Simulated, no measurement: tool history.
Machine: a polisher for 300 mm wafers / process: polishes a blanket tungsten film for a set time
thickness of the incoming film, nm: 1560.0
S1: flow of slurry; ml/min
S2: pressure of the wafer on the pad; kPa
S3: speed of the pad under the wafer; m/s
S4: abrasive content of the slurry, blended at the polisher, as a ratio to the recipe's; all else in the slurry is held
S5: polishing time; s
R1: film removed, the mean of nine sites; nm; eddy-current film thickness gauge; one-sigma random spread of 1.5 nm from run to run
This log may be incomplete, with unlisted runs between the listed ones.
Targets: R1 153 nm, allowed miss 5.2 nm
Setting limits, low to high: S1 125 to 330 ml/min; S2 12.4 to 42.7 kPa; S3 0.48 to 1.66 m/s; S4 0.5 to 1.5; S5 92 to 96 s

run 1 hour=0 | S1=210 S2=27.6 S3=1.06 S4=1 S5=92 | R1=363.47
run 2 hour=8.8 | S1=160 S2=27.6 S3=1.06 S4=1 S5=92 | R1=346.66
run 3 hour=16.9 | S1=160 S2=27.6 S3=1.06 S4=1 S5=96 | R1=362.1
run 4 hour=24.6 | S1=160 S2=27.6 S3=1.06 S4=1.15 S5=96 | R1=383.53
run 5 hour=32.9 | S1=160 S2=24.8 S3=1.06 S4=1.15 S5=96 | R1=342.95
run 6 hour=37.6 | S1=155 S2=20.7 S3=0.96 S4=1.15 S5=96 | R1=267.24
run 7 hour=46.6 | S1=150 S2=17.9 S3=0.88 S4=1.15 S5=96 | R1=216
run 8 hour=54.9 | S1=145 S2=15.9 S3=0.84 S4=1.15 S5=96 | R1=189.63
run 9 hour=61.1 | S1=145 S2=14.5 S3=0.82 S4=1.15 S5=96 | R1=173.32
run 10 hour=63.7 | S1=145 S2=13.8 S3=0.8 S4=1.15 S5=96 | R1=163.93

Which of these 4 next moves meets every target?
run A hour=66.3 | S1=185 S2=13.1 S3=0.88 S4=1 S5=93 | R1=?
run B hour=66.3 | S1=140 S2=13.1 S3=0.78 S4=1.1 S5=92 | R1=?
run C hour=66.3 | S1=150 S2=17.2 S3=0.64 S4=1.2 S5=92 | R1=?
run D hour=66.3 | S1=180 S2=13.8 S3=0.8 S4=1.15 S5=96 | R1=?

move=A R1=168.43
move=B R1=144.87
move=C R1=151.97
move=D R1=169.62
A: the biggest miss grows against the last run
B: the result that was furthest off in the last run now lies on the other side of its target
C: meets every target
D: the biggest miss grows against the last run
Move C is the one to make.
